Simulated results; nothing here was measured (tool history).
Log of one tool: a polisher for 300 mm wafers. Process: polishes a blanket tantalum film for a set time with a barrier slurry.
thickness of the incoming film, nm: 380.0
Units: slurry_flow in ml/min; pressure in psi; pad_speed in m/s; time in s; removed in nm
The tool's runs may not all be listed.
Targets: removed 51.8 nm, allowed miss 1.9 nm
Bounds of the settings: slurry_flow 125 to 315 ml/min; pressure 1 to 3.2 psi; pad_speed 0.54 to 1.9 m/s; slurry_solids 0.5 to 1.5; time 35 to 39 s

run 1 hour=0 | slurry_flow=205 pressure=2.1 pad_speed=1.22 slurry_solids=1 time=39 | removed=74.203
run 2 hour=3.5 | slurry_flow=225 pressure=2.1 pad_speed=1.22 slurry_solids=1 time=39 | removed=74.785
run 3 hour=9.5 | slurry_flow=265 pressure=2.1 pad_speed=1.22 slurry_solids=1 time=39 | removed=76.98
run 4 hour=17.8 | slurry_flow=265 pressure=2 pad_speed=1.22 slurry_solids=1 time=39 | removed=73.209
run 5 hour=19.5 | slurry_flow=265 pressure=2 pad_speed=1.48 slurry_solids=1 time=39 | removed=86.784
run 6 hour=25.6 | slurry_flow=265 pressure=2 pad_speed=1.48 slurry_solids=1.1 time=39 | removed=92.682
run 7 hour=28.7 | slurry_flow=265 pressure=2 pad_speed=1.48 slurry_solids=1.1 time=39 | removed=92.945
run 8 hour=35.8 | slurry_flow=265 pressure=1.9 pad_speed=1.46 slurry_solids=1.1 time=39 | removed=86.388
run 9 hour=40.8 | slurry_flow=255 pressure=1.3 pad_speed=1.38 slurry_solids=1.1 time=39 | removed=55.748

Which of these 5 next moves meets every target?
run A hour=45.8 | slurry_flow=235 pressure=1.2 pad_speed=1.4 slurry_solids=1.1 time=39 | removed=?
run B hour=45.8 | slurry_flow=255 pressure=1.4 pad_speed=1.44 slurry_solids=1.15 time=39 | removed=?
run C hour=45.8 | slurry_flow=250 pressure=1.2 pad_speed=1.58 slurry_solids=1.1 time=39 | removed=?
run D hour=45.8 | slurry_flow=250 pressure=1.3 pad_speed=1.44 slurry_solids=1.1 time=39 | removed=?
run E hour=45.8 | slurry_flow=265 pressure=1.2 pad_speed=1.44 slurry_solids=1.1 time=35 | removed=?

move=A removed=50.812
move=B removed=61.726
move=C removed=57.378
move=D removed=56.706
move=E removed=47.457
A: meets every target
B: further off than the last run
C: further off than the last run
D: further off than the last run
E: takes the result that was furthest off past its target
Move A is the one to make.

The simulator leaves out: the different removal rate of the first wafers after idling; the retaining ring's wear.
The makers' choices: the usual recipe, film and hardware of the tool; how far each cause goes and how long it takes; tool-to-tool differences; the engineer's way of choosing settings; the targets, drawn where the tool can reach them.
